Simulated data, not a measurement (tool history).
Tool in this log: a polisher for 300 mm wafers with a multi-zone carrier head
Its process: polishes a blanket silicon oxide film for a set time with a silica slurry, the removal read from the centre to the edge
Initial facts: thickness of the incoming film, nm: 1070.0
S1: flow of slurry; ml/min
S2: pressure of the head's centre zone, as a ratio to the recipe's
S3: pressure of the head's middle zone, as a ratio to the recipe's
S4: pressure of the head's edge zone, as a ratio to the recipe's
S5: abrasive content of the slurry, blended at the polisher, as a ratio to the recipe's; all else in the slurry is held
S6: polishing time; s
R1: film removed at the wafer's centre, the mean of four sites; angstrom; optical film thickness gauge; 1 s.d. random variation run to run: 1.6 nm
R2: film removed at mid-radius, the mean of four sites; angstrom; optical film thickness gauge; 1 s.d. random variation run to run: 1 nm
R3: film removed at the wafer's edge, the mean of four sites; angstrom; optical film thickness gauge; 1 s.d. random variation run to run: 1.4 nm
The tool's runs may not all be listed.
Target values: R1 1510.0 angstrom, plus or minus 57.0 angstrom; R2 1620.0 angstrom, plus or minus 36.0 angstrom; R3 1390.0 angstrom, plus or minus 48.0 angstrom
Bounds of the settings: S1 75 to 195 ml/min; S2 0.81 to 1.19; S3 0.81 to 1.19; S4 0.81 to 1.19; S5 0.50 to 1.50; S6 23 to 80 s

run,hour,S1,S2,S3,S4,S5,S6,R1,R2,R3
1,0.0,125,1.00,1.00,1.00,1.00,51,1907.0,1980.8,2035.6
2,6.4,125,0.96,1.00,1.00,1.00,51,1807.2,1969.8,2066.1
3,13.3,120,0.98,1.02,0.97,0.90,51,1665.8,1843.0,1894.5
4,17.7,120,0.98,1.02,0.97,0.75,51,1486.9,1613.4,1627.4
5,24.8,120,0.98,1.02,0.97,0.75,41,1196.6,1297.4,1301.9
6,33.5,135,0.99,1.04,0.96,0.75,41,1238.8,1405.7,1335.0
7,42.4,145,1.01,1.04,0.95,0.75,41,1309.5,1423.1,1360.5
8,48.0,155,1.02,1.05,0.93,0.75,41,1382.4,1462.6,1373.2
9,51.3,190,1.01,1.12,0.86,0.70,41,1405.2,1536.7,1292.0
10,56.2,190,1.02,1.12,0.88,0.70,41,1386.8,1542.9,1319.0
# hour 57.3: slurry nozzle cleaned
11,57.3,190,1.03,1.12,0.89,0.70,41,1545.0,1693.0,1433.9

Exercise: of the 4 proposed moves below, exactly one satisfies all targets within the stated allowed misses. Which move is it?
A,58.4,185,0.97,1.03,0.81,0.95,34,?,?,?
B,58.4,175,0.97,1.19,0.94,0.85,36,?,?,?
C,58.4,185,1.05,1.06,0.91,0.75,40,?,?,?
D,58.4,185,0.99,1.14,0.81,0.50,60,?,?,?

move,R1,R2,R3
A,1502.4,1633.1,1405.6
B,1465.1,1802.0,1466.5
C,1621.7,1666.3,1474.9
D,1520.1,1763.7,1390.1
A: in spec on every target
B: the biggest miss grows against the last run
C: no nearer and no further than the last run
D: the biggest miss grows against the last run
Move A is the one to make.
